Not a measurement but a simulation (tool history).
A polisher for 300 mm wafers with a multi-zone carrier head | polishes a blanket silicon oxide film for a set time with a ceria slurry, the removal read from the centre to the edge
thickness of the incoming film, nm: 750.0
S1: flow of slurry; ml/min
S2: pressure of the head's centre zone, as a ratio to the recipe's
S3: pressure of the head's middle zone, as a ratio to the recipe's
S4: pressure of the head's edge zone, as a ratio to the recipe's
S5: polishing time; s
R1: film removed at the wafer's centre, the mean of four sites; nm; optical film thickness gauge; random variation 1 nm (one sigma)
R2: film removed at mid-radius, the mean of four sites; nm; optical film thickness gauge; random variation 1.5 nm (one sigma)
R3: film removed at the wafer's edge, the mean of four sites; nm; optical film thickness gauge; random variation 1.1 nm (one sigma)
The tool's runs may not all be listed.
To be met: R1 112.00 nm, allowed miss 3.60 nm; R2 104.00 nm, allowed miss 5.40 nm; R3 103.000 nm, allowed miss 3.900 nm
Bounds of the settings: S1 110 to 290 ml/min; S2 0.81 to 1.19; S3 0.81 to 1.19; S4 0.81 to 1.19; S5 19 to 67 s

{"run": 1, "hour": 0.0, "S1": 185, "S2": 1.0, "S3": 1.0, "S4": 1.0, "S5": 43, "R1": 186.89, "R2": 184.38, "R3": 182.24}
{"run": 2, "hour": 4.7, "S1": 185, "S2": 1.0, "S3": 1.0, "S4": 1.0, "S5": 51, "R1": 220.76, "R2": 227.63, "R3": 220.61}
{"run": 3, "hour": 6.2, "S1": 185, "S2": 1.0, "S3": 1.06, "S4": 1.0, "S5": 51, "R1": 221.63, "R2": 229.59, "R3": 221.26}
{"run": 4, "hour": 11.7, "S1": 180, "S2": 1.0, "S3": 1.05, "S4": 0.99, "S5": 44, "R1": 192.81, "R2": 196.87, "R3": 180.93}
{"run": 5, "hour": 17.5, "S1": 180, "S2": 1.08, "S3": 1.05, "S4": 0.99, "S5": 44, "R1": 203.9, "R2": 202.02, "R3": 180.76}
{"run": 6, "hour": 19.5, "S1": 180, "S2": 1.08, "S3": 1.05, "S4": 1.07, "S5": 44, "R1": 203.9, "R2": 202.19, "R3": 192.61}
{"run": 7, "hour": 25.1, "S1": 180, "S2": 1.08, "S3": 1.05, "S4": 1.07, "S5": 44, "R1": 206.03, "R2": 203.08, "R3": 190.74}
{"run": 8, "hour": 29.4, "S1": 175, "S2": 1.05, "S3": 1.02, "S4": 1.04, "S5": 39, "R1": 176.15, "R2": 174.57, "R3": 165.15}
{"run": 9, "hour": 36.4, "S1": 175, "S2": 1.03, "S3": 0.98, "S4": 1.01, "S5": 36, "R1": 160.2, "R2": 151.87, "R3": 153.14}
{"run": 10, "hour": 38.6, "S1": 175, "S2": 1.03, "S3": 0.98, "S4": 1.01, "S5": 36, "R1": 159.49, "R2": 155.17, "R3": 151.56}
{"run": 11, "hour": 46.2, "S1": 170, "S2": 1.02, "S3": 0.96, "S4": 0.98, "S5": 33, "R1": 142.47, "R2": 140.61, "R3": 135.65}
{"run": 12, "hour": 50.7, "S1": 170, "S2": 1.02, "S3": 0.93, "S4": 0.96, "S5": 31, "R1": 133.87, "R2": 125.93, "R3": 130.28}
{"run": 13, "hour": 57.7, "S1": 165, "S2": 1.03, "S3": 0.93, "S4": 0.93, "S5": 30, "R1": 132.29, "R2": 124.52, "R3": 123.04}
{"run": 14, "hour": 65.5, "S1": 160, "S2": 1.03, "S3": 0.92, "S4": 0.91, "S5": 29, "R1": 126.3, "R2": 115.0, "R3": 118.24}
{"run": 15, "hour": 68.4, "S1": 155, "S2": 1.03, "S3": 0.93, "S4": 0.89, "S5": 28, "R1": 121.33, "R2": 112.39, "R3": 109.27}
{"run": 16, "hour": 70.3, "S1": 150, "S2": 1.02, "S3": 0.92, "S4": 0.89, "S5": 28, "R1": 120.11, "R2": 110.18, "R3": 109.55}
{"run": 17, "hour": 71.4, "S1": 145, "S2": 1.01, "S3": 0.92, "S4": 0.89, "S5": 28, "R1": 119.15, "R2": 111.08, "R3": 110.61}
{"run": 18, "hour": 77.9, "S1": 140, "S2": 1.01, "S3": 0.92, "S4": 0.88, "S5": 28, "R1": 117.73, "R2": 110.12, "R3": 109.61}
{"run": 19, "hour": 79.1, "S1": 135, "S2": 1.01, "S3": 0.92, "S4": 0.87, "S5": 28, "R1": 117.17, "R2": 108.82, "R3": 106.65}
{"run": 20, "hour": 82.9, "S1": 130, "S2": 1.01, "S3": 0.92, "S4": 0.87, "S5": 28, "R1": 116.03, "R2": 109.55, "R3": 107.6}
{"run": 21, "hour": 87.4, "S1": 130, "S2": 1.01, "S3": 0.92, "S4": 0.86, "S5": 28, "R1": 116.07, "R2": 107.85, "R3": 107.65}

Which of these 5 next moves meets every target?
{"run": "A", "hour": 91.9, "S1": 110, "S2": 1.01, "S3": 0.89, "S4": 0.82, "S5": 28, "R1": "?", "R2": "?", "R3": "?"}
{"run": "B", "hour": 91.9, "S1": 125, "S2": 0.97, "S3": 0.96, "S4": 0.81, "S5": 30, "R1": "?", "R2": "?", "R3": "?"}
{"run": "C", "hour": 91.9, "S1": 155, "S2": 1.11, "S3": 1.0, "S4": 0.81, "S5": 24, "R1": "?", "R2": "?", "R3": "?"}
{"run": "D", "hour": 91.9, "S1": 185, "S2": 1.09, "S3": 0.99, "S4": 0.83, "S5": 24, "R1": "?", "R2": "?", "R3": "?"}
{"run": "E", "hour": 91.9, "S1": 180, "S2": 0.9, "S3": 1.01, "S4": 0.87, "S5": 26, "R1": "?", "R2": "?", "R3": "?"}

move=A R1=113.32 R2=102.69 R3=103.490
move=B R1=119.83 R2=118.79 R3=111.650
move=C R1=110.90 R2=100.87 R3=91.094
move=D R1=111.86 R2=102.25 R3=93.427
move=E R1=102.91 R2=112.26 R3=102.880
A: meets every target
B: further off than the last run
C: takes the result that was furthest off past its target
D: takes the result that was furthest off past its target
E: brings the result that was furthest off to its target, and leaves another outside
Answer: A
